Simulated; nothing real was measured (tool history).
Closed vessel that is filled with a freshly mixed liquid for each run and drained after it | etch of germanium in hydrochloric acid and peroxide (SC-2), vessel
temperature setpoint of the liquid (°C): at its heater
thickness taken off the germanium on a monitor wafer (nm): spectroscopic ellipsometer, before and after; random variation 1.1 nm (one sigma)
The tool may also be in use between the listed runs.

run    day  temperature setpoint of the liquid (°C)  parts of water to one part each of 37 % hydrochloric acid and 30 % peroxide (parts by volume)  time in the liquid (s)  thickness taken off the germanium on a monitor wafer (nm)
  1  0.000                                     47.0                                                                                            5.5                      95                                                     236.24
  2  0.112                                     45.0                                                                                            5.5                      95                                                     219.73
  3  0.383                                     43.5                                                                                            5.5                      95                                                     207.32
  4  0.517                                     39.5                                                                                            5.5                      95                                                     182.14
  5  0.658                                     39.0                                                                                            5.5                      95                                                     180.51
  6  0.800                                     35.0                                                                                            5.5                      95                                                     155.19
  7  0.896                                     35.5                                                                                            5.5                      95                                                     159.02

The next listed run, before its measurement:
  8  1.204                                     36.0                                                                                            5.5                      95                                                          ?

Run 8 gave thickness taken off the germanium on a monitor wafer (nm) 162.04.
